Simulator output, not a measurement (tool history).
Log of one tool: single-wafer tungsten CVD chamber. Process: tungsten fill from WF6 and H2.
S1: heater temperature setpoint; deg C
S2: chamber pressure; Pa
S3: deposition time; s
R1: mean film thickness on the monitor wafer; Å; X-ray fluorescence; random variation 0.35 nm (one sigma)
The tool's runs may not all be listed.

run	day	S1	S2	S3	R1
1	0	400	4493	26.2	944.9
2	0.333	400	4493	26.2	948.65
3	0.442	402	4493	26.2	989.05
4	0.796	403	4493	26.2	1013
# day 0.833: thermocouple changed; heater temperature recalibrated
5	0.833	403	4493	26.2	920.69
6	0.946	403	4493	26.2	918.48
7	0.979	401	4933	26.2	914.23

The next listed run, before its measurement:
8	1.125	405	4920	26.2	?

Logged for run 8: R1 991.82 Å.
